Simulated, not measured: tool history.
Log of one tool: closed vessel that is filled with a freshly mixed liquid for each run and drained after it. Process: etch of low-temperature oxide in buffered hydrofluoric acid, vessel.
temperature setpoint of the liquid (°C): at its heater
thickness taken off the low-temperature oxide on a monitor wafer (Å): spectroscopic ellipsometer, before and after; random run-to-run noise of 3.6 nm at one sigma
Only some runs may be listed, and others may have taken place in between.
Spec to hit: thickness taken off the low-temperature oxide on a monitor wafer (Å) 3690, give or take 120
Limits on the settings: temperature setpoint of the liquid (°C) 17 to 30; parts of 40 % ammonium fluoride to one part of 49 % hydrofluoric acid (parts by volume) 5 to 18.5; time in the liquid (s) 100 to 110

run,hour,temperature setpoint of the liquid (°C),parts of 40 % ammonium fluoride to one part of 49 % hydrofluoric acid (parts by volume),time in the liquid (s),thickness taken off the low-temperature oxide on a monitor wafer (Å)
1,0,22,11.5,100,5773.3
2,5.4,20.5,12,100,5106.7
3,13.2,19.5,12.5,100,4576.1
4,16.6,19,13,100,4396.3
5,24,19,13,110,4712.1
6,25.8,19,13,100,4298
7,32.6,18.5,13,100,4141.8
8,37.8,18,13,100,4112.9
9,39.8,17.5,13,100,3969

Consider the 4 candidate settings below. Which is the only one whose results all fall within their allowed miss of target?
A,41.8,18,13.5,105,?
B,41.8,17,12.5,100,?
C,41.8,17.5,15.5,110,?
D,41.8,17,13,105,?

move,thickness taken off the low-temperature oxide on a monitor wafer (Å)
A,4099.6
B,3977.3
C,3644.1
D,4018.7
A: moves away from the targets compared with the last run
B: about as far from the targets as the last run
C: meets every target
D: moves away from the targets compared with the last run
Go with C: it meets all targets.

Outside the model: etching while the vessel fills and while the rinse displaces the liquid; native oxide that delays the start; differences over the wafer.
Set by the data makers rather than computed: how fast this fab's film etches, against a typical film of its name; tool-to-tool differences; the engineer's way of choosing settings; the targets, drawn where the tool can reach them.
